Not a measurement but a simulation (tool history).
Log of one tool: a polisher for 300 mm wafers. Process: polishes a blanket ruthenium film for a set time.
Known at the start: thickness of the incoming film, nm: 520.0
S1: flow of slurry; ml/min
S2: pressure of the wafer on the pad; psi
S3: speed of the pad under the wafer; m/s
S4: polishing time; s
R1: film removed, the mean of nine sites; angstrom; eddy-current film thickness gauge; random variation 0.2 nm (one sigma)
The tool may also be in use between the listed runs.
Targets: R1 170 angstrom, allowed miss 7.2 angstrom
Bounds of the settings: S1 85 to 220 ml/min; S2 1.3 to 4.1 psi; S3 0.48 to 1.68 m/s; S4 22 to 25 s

run,hour,S1,S2,S3,S4,R1
1,0,140,2.7,1.08,25,356.23
2,6.2,140,2.7,1.08,25,356.54
3,13.7,135,2.3,1.02,25,282.05
4,14.8,165,2.3,1.02,25,301.08
5,17.9,155,2,0.98,25,245.97
6,20.2,145,1.8,0.98,25,219.07
7,21.1,110,1.3,0.96,25,152.73
8,29.9,120,1.3,0.96,25,153.5
9,38.2,125,1.3,0.96,25,154.89
10,45.4,130,1.3,0.96,25,157.1
11,52.7,135,1.3,0.96,25,161.28
12,55,140,1.3,0.96,25,158.31

Which of these 4 next moves meets every target?
A,57.3,135,1.3,0.92,25,?
B,57.3,105,1.3,1.08,22,?
C,57.3,145,1.4,0.98,24,?
D,57.3,125,1.3,0.96,23,?

move,R1
A,152.29
B,148.88
C,168.72
D,143.92
A: further off than the last run
B: further off than the last run
C: meets every target
D: further off than the last run
Answer: C
